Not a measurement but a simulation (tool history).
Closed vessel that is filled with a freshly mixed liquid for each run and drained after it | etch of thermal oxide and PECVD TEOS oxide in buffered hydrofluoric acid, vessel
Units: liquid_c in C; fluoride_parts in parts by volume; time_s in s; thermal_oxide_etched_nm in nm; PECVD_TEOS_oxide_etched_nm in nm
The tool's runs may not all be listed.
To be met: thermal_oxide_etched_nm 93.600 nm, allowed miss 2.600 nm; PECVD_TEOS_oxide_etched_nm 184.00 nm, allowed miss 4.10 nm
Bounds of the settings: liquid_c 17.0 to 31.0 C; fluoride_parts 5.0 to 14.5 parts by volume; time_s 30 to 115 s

run 1 hour=0.0 | liquid_c=23.0 fluoride_parts=9.0 time_s=60 | thermal_oxide_etched_nm=65.492 PECVD_TEOS_oxide_etched_nm=129.65
run 2 hour=6.6 | liquid_c=24.0 fluoride_parts=9.0 time_s=60 | thermal_oxide_etched_nm=69.980 PECVD_TEOS_oxide_etched_nm=137.08
run 3 hour=9.2 | liquid_c=24.0 fluoride_parts=7.0 time_s=60 | thermal_oxide_etched_nm=91.758 PECVD_TEOS_oxide_etched_nm=179.66
run 4 hour=10.1 | liquid_c=24.0 fluoride_parts=7.0 time_s=35 | thermal_oxide_etched_nm=53.112 PECVD_TEOS_oxide_etched_nm=104.74
run 5 hour=12.5 | liquid_c=26.5 fluoride_parts=7.0 time_s=35 | thermal_oxide_etched_nm=60.678 PECVD_TEOS_oxide_etched_nm=119.88
run 6 hour=16.0 | liquid_c=26.5 fluoride_parts=8.0 time_s=35 | thermal_oxide_etched_nm=53.079 PECVD_TEOS_oxide_etched_nm=104.91
run 7 hour=17.7 | liquid_c=27.5 fluoride_parts=7.5 time_s=35 | thermal_oxide_etched_nm=59.990 PECVD_TEOS_oxide_etched_nm=116.62
run 8 hour=23.2 | liquid_c=28.0 fluoride_parts=7.0 time_s=35 | thermal_oxide_etched_nm=66.159 PECVD_TEOS_oxide_etched_nm=131.09
run 9 hour=31.3 | liquid_c=28.5 fluoride_parts=6.5 time_s=35 | thermal_oxide_etched_nm=72.990 PECVD_TEOS_oxide_etched_nm=143.07
run 10 hour=36.6 | liquid_c=29.0 fluoride_parts=6.5 time_s=35 | thermal_oxide_etched_nm=73.487 PECVD_TEOS_oxide_etched_nm=144.00
run 11 hour=40.1 | liquid_c=29.5 fluoride_parts=6.5 time_s=35 | thermal_oxide_etched_nm=76.546 PECVD_TEOS_oxide_etched_nm=152.01
run 12 hour=43.8 | liquid_c=30.0 fluoride_parts=6.5 time_s=35 | thermal_oxide_etched_nm=78.211 PECVD_TEOS_oxide_etched_nm=153.77
run 13 hour=47.5 | liquid_c=31.0 fluoride_parts=5.0 time_s=35 | thermal_oxide_etched_nm=102.390 PECVD_TEOS_oxide_etched_nm=203.13
run 14 hour=56.4 | liquid_c=30.5 fluoride_parts=5.0 time_s=35 | thermal_oxide_etched_nm=99.775 PECVD_TEOS_oxide_etched_nm=198.20

Which of these 4 next moves meets every target?
run A hour=65.3 | liquid_c=31.0 fluoride_parts=6.5 time_s=40 | thermal_oxide_etched_nm=? PECVD_TEOS_oxide_etched_nm=?
run B hour=65.3 | liquid_c=31.0 fluoride_parts=11.0 time_s=75 | thermal_oxide_etched_nm=? PECVD_TEOS_oxide_etched_nm=?
run C hour=65.3 | liquid_c=31.0 fluoride_parts=12.5 time_s=80 | thermal_oxide_etched_nm=? PECVD_TEOS_oxide_etched_nm=?
run D hour=65.3 | liquid_c=30.0 fluoride_parts=8.0 time_s=60 | thermal_oxide_etched_nm=? PECVD_TEOS_oxide_etched_nm=?

move=A thermal_oxide_etched_nm=94.508 PECVD_TEOS_oxide_etched_nm=186.44
move=B thermal_oxide_etched_nm=108.050 PECVD_TEOS_oxide_etched_nm=213.15
move=C thermal_oxide_etched_nm=101.740 PECVD_TEOS_oxide_etched_nm=200.71
move=D thermal_oxide_etched_nm=109.190 PECVD_TEOS_oxide_etched_nm=215.39
A: meets every target
B: further off than the last run
C: further off than the last run
D: further off than the last run
Move A is the one to make.
